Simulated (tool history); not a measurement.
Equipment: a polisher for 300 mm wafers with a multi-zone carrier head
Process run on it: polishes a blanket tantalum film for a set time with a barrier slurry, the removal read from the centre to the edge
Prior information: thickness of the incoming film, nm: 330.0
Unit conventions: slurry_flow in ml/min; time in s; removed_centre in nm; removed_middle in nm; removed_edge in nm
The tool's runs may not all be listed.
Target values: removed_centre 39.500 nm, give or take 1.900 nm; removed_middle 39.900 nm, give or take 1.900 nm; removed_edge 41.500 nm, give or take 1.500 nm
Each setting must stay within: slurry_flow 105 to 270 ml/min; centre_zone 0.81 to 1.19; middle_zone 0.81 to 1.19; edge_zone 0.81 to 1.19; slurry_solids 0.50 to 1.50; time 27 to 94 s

run,hour,slurry_flow,centre_zone,middle_zone,edge_zone,slurry_solids,time,removed_centre,removed_middle,removed_edge
1,0.0,175,1.00,1.00,1.00,1.00,60,66.491,71.161,70.102
2,0.5,175,1.00,1.00,0.93,1.00,60,67.204,69.464,68.287
3,6.6,170,0.99,0.99,0.92,0.90,57,62.414,64.418,62.986
4,9.1,170,0.99,0.99,0.92,1.05,57,64.472,65.934,65.753
5,13.3,165,0.98,0.98,0.92,0.95,54,58.686,60.485,60.329
6,17.4,160,0.97,0.97,0.91,0.90,52,54.446,58.760,56.878
7,23.5,160,0.98,0.94,0.92,0.85,49,51.001,51.712,53.052
8,27.7,160,0.97,0.93,0.91,0.80,48,48.539,48.127,50.215
9,36.2,160,0.96,0.93,0.90,0.75,48,47.797,48.586,50.442
10,38.6,155,0.96,0.93,0.89,0.70,47,45.167,45.139,48.641
11,40.8,160,0.96,0.94,0.88,0.70,46,44.560,46.249,47.356

Pick the move, out of 5, that brings all results within their allowed miss; only one does.
A,43.0,170,0.99,1.08,0.92,0.55,53,?,?,?
B,43.0,215,1.18,0.88,0.82,0.85,39,?,?,?
C,43.0,165,0.95,0.91,0.87,0.55,44,?,?,?
D,43.0,185,1.15,0.88,0.81,1.00,34,?,?,?
E,43.0,160,1.05,0.97,0.83,0.90,33,?,?,?

move,removed_centre,removed_middle,removed_edge
A,50.430,55.874,50.979
B,51.962,40.443,41.791
C,39.859,39.934,41.394
D,44.758,35.857,37.112
E,37.514,35.838,34.681
A: moves away from the targets compared with the last run
B: corrects the largest miss of the last run, while another result sits out of spec
C: in spec on every target
D: moves the result that the last run missed by most past its target, out the other side
E: moves the result that the last run missed by most past its target, out the other side
Answer: C
